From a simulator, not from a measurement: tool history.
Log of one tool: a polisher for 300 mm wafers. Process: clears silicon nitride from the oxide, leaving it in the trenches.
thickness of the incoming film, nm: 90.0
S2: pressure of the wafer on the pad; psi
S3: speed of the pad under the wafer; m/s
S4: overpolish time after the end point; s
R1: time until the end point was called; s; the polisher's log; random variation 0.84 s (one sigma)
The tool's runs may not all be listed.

Run 1, hour 0: flow of slurry (ml/min) 130, S2 3 psi, S3 1.06 m/s, S4 4 s. Result: R1 85.573 s.
Run 2, hour 5: flow of slurry (ml/min) 125, S2 2.9 psi, S3 1.06 m/s, S4 4 s. Result: R1 88.415 s.
Run 3, hour 10.6: flow of slurry (ml/min) 125, S2 2.9 psi, S3 1.06 m/s, S4 4 s. Result: R1 89.095 s.
Run 4, hour 11.4: flow of slurry (ml/min) 125, S2 2.9 psi, S3 1.06 m/s, S4 4 s. Result: R1 87.189 s.
Run 5, hour 16.2: flow of slurry (ml/min) 125, S2 2.8 psi, S3 1.06 m/s, S4 4 s. Result: R1 91.026 s.
Run 6, hour 20.2: flow of slurry (ml/min) 120, S2 2.7 psi, S3 1.06 m/s, S4 4 s. Result: R1 96.468 s.
Run 7, hour 23: flow of slurry (ml/min) 115, S2 2.7 psi, S3 1.06 m/s, S4 4 s. Result: R1 95.747 s.

Predict the results of run 8:
Run 8, hour 31.5: flow of slurry (ml/min) 110, S2 2.6 psi, S3 1.06 m/s, S4 4 s. Result: R1 ?.

Run 8 measured R1 98.433 s.
